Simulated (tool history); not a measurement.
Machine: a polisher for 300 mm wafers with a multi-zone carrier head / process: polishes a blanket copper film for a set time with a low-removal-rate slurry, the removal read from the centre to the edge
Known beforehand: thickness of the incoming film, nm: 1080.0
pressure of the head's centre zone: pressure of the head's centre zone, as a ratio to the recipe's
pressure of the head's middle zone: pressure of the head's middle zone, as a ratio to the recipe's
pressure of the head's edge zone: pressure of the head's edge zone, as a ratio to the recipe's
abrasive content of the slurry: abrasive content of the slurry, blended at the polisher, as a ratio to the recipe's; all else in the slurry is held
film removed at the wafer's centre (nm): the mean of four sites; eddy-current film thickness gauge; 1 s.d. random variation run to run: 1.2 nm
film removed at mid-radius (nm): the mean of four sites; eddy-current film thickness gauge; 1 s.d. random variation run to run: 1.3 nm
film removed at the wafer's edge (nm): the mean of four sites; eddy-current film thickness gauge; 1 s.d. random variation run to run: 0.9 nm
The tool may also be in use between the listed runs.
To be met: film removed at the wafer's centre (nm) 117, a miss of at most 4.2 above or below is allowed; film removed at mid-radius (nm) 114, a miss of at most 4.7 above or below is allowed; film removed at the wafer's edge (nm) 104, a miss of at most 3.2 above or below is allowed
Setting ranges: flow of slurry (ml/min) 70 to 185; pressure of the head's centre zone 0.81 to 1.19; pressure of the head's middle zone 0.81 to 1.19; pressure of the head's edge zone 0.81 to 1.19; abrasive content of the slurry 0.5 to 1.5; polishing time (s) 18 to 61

run	hour	flow of slurry (ml/min)	pressure of the head's centre zone	pressure of the head's middle zone	pressure of the head's edge zone	abrasive content of the slurry	polishing time (s)	film removed at the wafer's centre (nm)	film removed at mid-radius (nm)	film removed at the wafer's edge (nm)
1	0	120	1	1	1	1	39	91.104	91.837	91.487
2	8.6	120	1	1	1	1.1	39	93.154	94.04	92.489
3	16.6	120	1	1	0.95	1.1	39	93.305	96.612	91.231
4	23	120	1	1	0.88	1.1	39	92.991	94.607	85.729
5	25.5	130	1.02	1.01	0.91	1.15	39	96.934	96.812	88.969
6	26.6	145	1.02	1.01	0.91	1.15	39	100.71	103.08	92.573
7	33.3	150	1.03	1.01	0.92	1.15	39	102.79	103.09	93.688
8	41.6	155	1.04	1.01	0.93	1.15	39	104.46	102.44	93.307
9	44.6	160	1.05	1.02	0.94	1.2	39	106.07	103.64	95.304
10	46.5	165	1.05	1.03	0.94	1.25	39	109.1	105.83	96.569
11	50.5	170	1.05	1.04	0.95	1.25	39	109.04	106.96	97.206

4 candidate next runs follow, results not yet known. Just one meets every target within its allowed miss. Identify it.
A	54.5	175	0.98	1.11	0.85	1.15	39	?	?	?
B	54.5	130	0.88	1.06	1.01	1.25	44	?	?	?
C	54.5	180	1.06	1.02	0.93	1.3	41	?	?	?
D	54.5	165	1.18	0.91	1.05	1.25	38	?	?	?

move	film removed at the wafer's centre (nm)	film removed at mid-radius (nm)	film removed at the wafer's edge (nm)
A	102.32	110.46	89.908
B	100.33	114.75	107.09
C	118.21	111.12	101.32
D	117.07	91.424	97.846
A: its largest miss is bigger than the last run's
B: gets the furthest-off result to its target, but another result is out of tolerance
C: in spec on every target
D: its largest miss is bigger than the last run's
So the answer is move C, the one that meets all the targets.
